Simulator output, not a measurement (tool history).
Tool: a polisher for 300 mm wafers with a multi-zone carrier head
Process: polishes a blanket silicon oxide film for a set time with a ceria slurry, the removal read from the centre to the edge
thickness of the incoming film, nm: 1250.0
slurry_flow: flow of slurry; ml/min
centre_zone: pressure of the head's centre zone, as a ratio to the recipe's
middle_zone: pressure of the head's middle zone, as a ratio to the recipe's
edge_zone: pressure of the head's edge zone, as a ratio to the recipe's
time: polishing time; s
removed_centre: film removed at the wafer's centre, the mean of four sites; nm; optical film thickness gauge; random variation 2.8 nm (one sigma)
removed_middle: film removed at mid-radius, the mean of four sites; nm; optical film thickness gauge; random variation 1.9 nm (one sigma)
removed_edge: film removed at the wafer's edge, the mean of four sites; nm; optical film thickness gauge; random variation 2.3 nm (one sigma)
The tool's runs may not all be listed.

Run 1, hour 0.0: slurry_flow 300 ml/min, centre_zone 1.00, middle_zone 1.00, edge_zone 1.00, time 31 s. Result: removed_centre 145.67 nm, removed_middle 139.45 nm, removed_edge 144.35 nm.
Run 2, hour 8.1: slurry_flow 300 ml/min, centre_zone 1.00, middle_zone 1.05, edge_zone 1.00, time 31 s. Result: removed_centre 148.77 nm, removed_middle 144.97 nm, removed_edge 146.54 nm.
Run 3, hour 9.9: slurry_flow 300 ml/min, centre_zone 1.00, middle_zone 1.05, edge_zone 1.00, time 25 s. Result: removed_centre 114.39 nm, removed_middle 117.86 nm, removed_edge 116.60 nm.
Run 4, hour 11.6: slurry_flow 300 ml/min, centre_zone 0.98, middle_zone 1.07, edge_zone 1.04, time 29 s. Result: removed_centre 129.94 nm, removed_middle 137.00 nm, removed_edge 139.22 nm.
Run 5, hour 17.9: slurry_flow 305 ml/min, centre_zone 0.99, middle_zone 1.09, edge_zone 1.07, time 31 s. Result: removed_centre 147.80 nm, removed_middle 146.29 nm, removed_edge 147.24 nm.
Run 6, hour 24.6: slurry_flow 305 ml/min, centre_zone 0.94, middle_zone 1.09, edge_zone 1.07, time 31 s. Result: removed_centre 133.02 nm, removed_middle 147.88 nm, removed_edge 148.96 nm.
Run 7, hour 31.5: slurry_flow 300 ml/min, centre_zone 0.93, middle_zone 1.09, edge_zone 1.08, time 34 s. Result: removed_centre 146.32 nm, removed_middle 165.75 nm, removed_edge 162.48 nm.

The next listed run, before its measurement:
Run 8, hour 39.4: slurry_flow 305 ml/min, centre_zone 0.93, middle_zone 1.07, edge_zone 1.11, time 36 s. Result: removed_centre ?, removed_middle ?, removed_edge ?.

Run 8 gave removed_centre 157.04 nm, removed_middle 172.96 nm, removed_edge 175.11 nm.
